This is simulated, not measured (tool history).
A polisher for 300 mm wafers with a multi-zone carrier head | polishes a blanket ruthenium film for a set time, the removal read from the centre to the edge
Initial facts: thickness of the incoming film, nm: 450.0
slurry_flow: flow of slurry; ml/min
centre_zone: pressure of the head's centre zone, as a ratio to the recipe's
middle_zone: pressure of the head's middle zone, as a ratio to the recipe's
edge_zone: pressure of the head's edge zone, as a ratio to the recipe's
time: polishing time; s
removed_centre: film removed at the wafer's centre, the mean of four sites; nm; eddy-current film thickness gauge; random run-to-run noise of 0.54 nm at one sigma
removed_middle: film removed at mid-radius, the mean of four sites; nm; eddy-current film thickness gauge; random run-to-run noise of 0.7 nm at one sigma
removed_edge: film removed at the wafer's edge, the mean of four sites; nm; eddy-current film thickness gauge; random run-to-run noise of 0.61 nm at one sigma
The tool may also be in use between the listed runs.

{"run": 1, "day": 0.0, "slurry_flow": 295, "centre_zone": 1, "middle_zone": 1, "edge_zone": 1, "time": 46, "removed_centre": 35.868, "removed_middle": 35.059, "removed_edge": 32.95}
{"run": 2, "day": 0.112, "slurry_flow": 295, "centre_zone": 0.97, "middle_zone": 1, "edge_zone": 1, "time": 46, "removed_centre": 35.181, "removed_middle": 36.846, "removed_edge": 34.028}
{"run": 3, "day": 0.321, "slurry_flow": 295, "centre_zone": 1.03, "middle_zone": 1, "edge_zone": 1, "time": 46, "removed_centre": 36.441, "removed_middle": 35.609, "removed_edge": 33.397}
{"run": 4, "day": 0.667, "slurry_flow": 295, "centre_zone": 1.03, "middle_zone": 1, "edge_zone": 1, "time": 39, "removed_centre": 31.096, "removed_middle": 30.56, "removed_edge": 28.565}
{"run": 5, "day": 0.846, "slurry_flow": 295, "centre_zone": 0.99, "middle_zone": 1, "edge_zone": 1, "time": 39, "removed_centre": 29.503, "removed_middle": 30.001, "removed_edge": 28.167}
{"run": 6, "day": 1.212, "slurry_flow": 295, "centre_zone": 0.99, "middle_zone": 1, "edge_zone": 1, "time": 31, "removed_centre": 24.113, "removed_middle": 24.79, "removed_edge": 22.326}
{"run": 7, "day": 1.304, "slurry_flow": 295, "centre_zone": 0.98, "middle_zone": 1.01, "edge_zone": 1.03, "time": 38, "removed_centre": 29.064, "removed_middle": 29.503, "removed_edge": 27.006}
{"run": 8, "day": 1.571, "slurry_flow": 290, "centre_zone": 0.95, "middle_zone": 0.99, "edge_zone": 1.01, "time": 44, "removed_centre": 32.135, "removed_middle": 34.987, "removed_edge": 32.454}
{"day": 1.646, "done": "edge zone pressure recalibrated"}
{"run": 9, "day": 1.646, "slurry_flow": 290, "centre_zone": 0.94, "middle_zone": 0.98, "edge_zone": 1.01, "time": 48, "removed_centre": 35.216, "removed_middle": 37.133, "removed_edge": 36.809}
{"run": 10, "day": 1.95, "slurry_flow": 290, "centre_zone": 0.93, "middle_zone": 0.99, "edge_zone": 1.01, "time": 51, "removed_centre": 36.876, "removed_middle": 39.538, "removed_edge": 39.118}
{"run": 11, "day": 2.05, "slurry_flow": 290, "centre_zone": 0.93, "middle_zone": 1, "edge_zone": 1.01, "time": 54, "removed_centre": 38.639, "removed_middle": 42.23, "removed_edge": 41.528}
{"run": 12, "day": 2.212, "slurry_flow": 300, "centre_zone": 0.93, "middle_zone": 1.01, "edge_zone": 1, "time": 56, "removed_centre": 40.098, "removed_middle": 44.142, "removed_edge": 42.322}
{"run": 13, "day": 2.383, "slurry_flow": 295, "centre_zone": 0.93, "middle_zone": 1.01, "edge_zone": 1.01, "time": 58, "removed_centre": 41.725, "removed_middle": 45.087, "removed_edge": 45.293}

Predict the results of run 14:
{"run": 14, "day": 2.467, "slurry_flow": 320, "centre_zone": 0.99, "middle_zone": 1.11, "edge_zone": 1.1, "time": 62, "removed_centre": "?", "removed_middle": "?", "removed_edge": "?"}

{"run 14": {"removed_centre": 47.255, "removed_middle": 52.17, "removed_edge": 49.279}}
